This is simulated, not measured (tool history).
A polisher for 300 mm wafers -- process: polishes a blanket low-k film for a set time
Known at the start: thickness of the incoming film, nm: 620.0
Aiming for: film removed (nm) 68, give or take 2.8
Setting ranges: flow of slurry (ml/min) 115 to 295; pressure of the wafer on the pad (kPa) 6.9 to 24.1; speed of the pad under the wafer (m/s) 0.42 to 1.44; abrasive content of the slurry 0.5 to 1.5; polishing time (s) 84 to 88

| run | hour | flow of slurry (ml/min) | pressure of the wafer on the pad (kPa) | speed of the pad under the wafer (m/s) | abrasive content of the slurry | polishing time (s) | film removed (nm) |
|---|---|---|---|---|---|---|---|
| 1 | 0 | 190 | 15.2 | 0.92 | 1 | 84 | 43.745 |
| 2 | 4.3 | 190 | 12.4 | 0.92 | 1 | 84 | 36.924 |
| 3 | 13 | 190 | 10.3 | 0.92 | 1 | 84 | 30.978 |
| 4 | 13.8 | 190 | 10.3 | 0.92 | 0.85 | 84 | 27.084 |
| 5 | 21.1 | 190 | 7.6 | 0.92 | 0.85 | 84 | 20.397 |
| 6 | 29 | 170 | 7.6 | 0.92 | 0.85 | 84 | 19.93 |
| 7 | 35.1 | 185 | 10.3 | 0.92 | 0.85 | 84 | 27.036 |
| 8 | 38.6 | 185 | 10.3 | 0.92 | 0.85 | 84 | 27.479 |
| 9 | 45.6 | 195 | 12.4 | 0.92 | 0.85 | 84 | 32.766 |
| 10 | 51.9 | 210 | 13.8 | 0.92 | 0.85 | 84 | 36.421 |
| 11 | 56.4 | 210 | 15.2 | 0.92 | 0.85 | 84 | 39.399 |
| 12 | 62.6 | 210 | 16.5 | 0.92 | 0.85 | 84 | 42.857 |
| 13 | 69.2 | 215 | 17.9 | 0.92 | 0.85 | 84 | 46.636 |
| 14 | 73.2 | 215 | 19.3 | 0.92 | 0.85 | 84 | 51.313 |
| 15 | 77.8 | 220 | 23.4 | 0.94 | 0.85 | 84 | 60.718 |
| 16 | 85 | 220 | 23.4 | 0.96 | 0.85 | 84 | 63.753 |

Pick the move, out of 4, that brings all results within their allowed miss; only one does.
| A | 92.2 | 215 | 22.1 | 0.92 | 0.9 | 84 | ? |
| B | 92.2 | 200 | 24.1 | 0.76 | 0.9 | 87 | ? |
| C | 92.2 | 270 | 23.4 | 0.86 | 0.8 | 84 | ? |
| D | 92.2 | 260 | 24.1 | 0.9 | 0.9 | 85 | ? |

| move | film removed (nm) |
|---|---|
| A | 60.471 |
| B | 58.992 |
| C | 56.543 |
| D | 67.07 |
A: misses by more than the last run did
B: misses by more than the last run did
C: misses by more than the last run did
D: meets every target
Correct choice: D, which meets every target
